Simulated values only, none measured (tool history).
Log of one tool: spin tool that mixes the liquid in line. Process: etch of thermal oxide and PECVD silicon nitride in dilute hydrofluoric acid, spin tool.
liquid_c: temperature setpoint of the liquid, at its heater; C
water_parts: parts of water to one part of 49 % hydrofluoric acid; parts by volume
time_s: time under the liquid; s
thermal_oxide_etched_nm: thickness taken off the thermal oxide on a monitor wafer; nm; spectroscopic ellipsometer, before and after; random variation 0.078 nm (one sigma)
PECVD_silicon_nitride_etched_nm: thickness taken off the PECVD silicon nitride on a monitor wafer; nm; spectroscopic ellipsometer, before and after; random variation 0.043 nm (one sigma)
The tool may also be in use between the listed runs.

run    day  liquid_c  water_parts  time_s  thermal_oxide_etched_nm  PECVD_silicon_nitride_etched_nm
  1  0.000      25.0          115     180                   8.4863                           3.4682
  2  0.092      28.0          115     180                   9.5598                           4.2319
  3  0.212      28.0          115     245                  12.8770                           5.7179
  4  0.508      31.0          115     245                  14.4570                           6.9106
  5  0.554      29.0          115     245                  13.4910                           6.0606
  6  0.883      27.5          115     245                  12.6280                           5.5069

Run 7 comes next. What will it give?
  7  1.208      26.5          115     245                        ?                                ?

{"run 7": {"thermal_oxide_etched_nm": 12.208, "PECVD_silicon_nitride_etched_nm": 5.2106}}
